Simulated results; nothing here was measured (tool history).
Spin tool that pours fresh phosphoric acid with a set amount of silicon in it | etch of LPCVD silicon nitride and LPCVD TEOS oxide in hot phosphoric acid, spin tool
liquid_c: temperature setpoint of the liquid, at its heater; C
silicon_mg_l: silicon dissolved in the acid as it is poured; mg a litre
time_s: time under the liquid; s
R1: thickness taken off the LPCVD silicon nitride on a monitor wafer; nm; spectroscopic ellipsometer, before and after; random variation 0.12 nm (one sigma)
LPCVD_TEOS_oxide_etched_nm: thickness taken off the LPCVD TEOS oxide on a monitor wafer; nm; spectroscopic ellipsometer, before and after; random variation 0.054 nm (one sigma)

run 1 hour=0.0 | liquid_c=159.0 silicon_mg_l=27.0 time_s=180 | R1=13.5850 LPCVD_TEOS_oxide_etched_nm=0.336610
run 2 hour=8.8 | liquid_c=158.0 silicon_mg_l=27.0 time_s=180 | R1=13.1960 LPCVD_TEOS_oxide_etched_nm=0.305440
run 3 hour=10.3 | liquid_c=158.0 silicon_mg_l=24.0 time_s=175 | R1=12.7660 LPCVD_TEOS_oxide_etched_nm=0.251510
run 4 hour=19.0 | liquid_c=158.0 silicon_mg_l=24.0 time_s=100 | R1=7.2966 LPCVD_TEOS_oxide_etched_nm=0.163400
run 5 hour=27.1 | liquid_c=158.0 silicon_mg_l=24.0 time_s=45 | R1=3.2820 LPCVD_TEOS_oxide_etched_nm=0.054075
run 6 hour=34.2 | liquid_c=158.0 silicon_mg_l=35.0 time_s=45 | R1=3.3001 LPCVD_TEOS_oxide_etched_nm=0.049714
run 7 hour=38.7 | liquid_c=158.0 silicon_mg_l=25.0 time_s=75 | R1=5.4772 LPCVD_TEOS_oxide_etched_nm=0.138150
run 8 hour=45.9 | liquid_c=157.5 silicon_mg_l=21.0 time_s=95 | R1=6.8730 LPCVD_TEOS_oxide_etched_nm=0.139330
run 9 hour=49.3 | liquid_c=160.0 silicon_mg_l=4.0 time_s=165 | R1=13.1680 LPCVD_TEOS_oxide_etched_nm=0.694960
run 10 hour=50.3 | liquid_c=160.0 silicon_mg_l=7.5 time_s=165 | R1=12.9330 LPCVD_TEOS_oxide_etched_nm=0.466700
run 11 hour=54.3 | liquid_c=160.0 silicon_mg_l=7.5 time_s=165 | R1=13.1140 LPCVD_TEOS_oxide_etched_nm=0.636700
run 12 hour=62.4 | liquid_c=160.0 silicon_mg_l=10.5 time_s=165 | R1=13.1210 LPCVD_TEOS_oxide_etched_nm=0.505730
run 13 hour=67.3 | liquid_c=160.0 silicon_mg_l=11.5 time_s=165 | R1=13.0490 LPCVD_TEOS_oxide_etched_nm=0.551590
run 14 hour=68.6 | liquid_c=160.0 silicon_mg_l=13.0 time_s=165 | R1=13.0010 LPCVD_TEOS_oxide_etched_nm=0.480320

The next listed run, before its measurement:
run 15 hour=72.5 | liquid_c=160.0 silicon_mg_l=13.5 time_s=165 | R1=? LPCVD_TEOS_oxide_etched_nm=?

Run 15 gave R1 12.9980 nm, LPCVD_TEOS_oxide_etched_nm 0.385440 nm.

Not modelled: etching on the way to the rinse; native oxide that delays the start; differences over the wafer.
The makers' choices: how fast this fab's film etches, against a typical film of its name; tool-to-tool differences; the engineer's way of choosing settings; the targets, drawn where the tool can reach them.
